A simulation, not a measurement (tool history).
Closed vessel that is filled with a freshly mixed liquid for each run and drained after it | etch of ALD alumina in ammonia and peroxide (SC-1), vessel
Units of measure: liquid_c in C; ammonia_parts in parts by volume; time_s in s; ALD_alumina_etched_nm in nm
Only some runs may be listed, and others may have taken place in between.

Run 1, hour 0.0: liquid_c 47.0 C, ammonia_parts 0.45 parts by volume, time_s 30 s. Result: ALD_alumina_etched_nm 1.4522 nm.
Run 2, hour 2.1: liquid_c 47.0 C, ammonia_parts 0.45 parts by volume, time_s 30 s. Result: ALD_alumina_etched_nm 1.4721 nm.
Run 3, hour 4.2: liquid_c 48.5 C, ammonia_parts 0.45 parts by volume, time_s 30 s. Result: ALD_alumina_etched_nm 1.5809 nm.
Run 4, hour 6.8: liquid_c 43.5 C, ammonia_parts 0.45 parts by volume, time_s 30 s. Result: ALD_alumina_etched_nm 1.2085 nm.
Run 5, hour 15.8: liquid_c 43.5 C, ammonia_parts 0.35 parts by volume, time_s 30 s. Result: ALD_alumina_etched_nm 1.1827 nm.
At hour 23.0: new drum of ammonia solution connected.
Run 6, hour 23.0: liquid_c 46.0 C, ammonia_parts 0.35 parts by volume, time_s 30 s. Result: ALD_alumina_etched_nm 1.3702 nm.
Run 7, hour 28.4: liquid_c 48.0 C, ammonia_parts 0.35 parts by volume, time_s 30 s. Result: ALD_alumina_etched_nm 1.5310 nm.

Run 8 has not been measured yet. What should we expect?
Run 8, hour 35.9: liquid_c 56.0 C, ammonia_parts 0.35 parts by volume, time_s 30 s. Result: ALD_alumina_etched_nm ?.

{"run 8": {"ALD_alumina_etched_nm": 2.3568}}
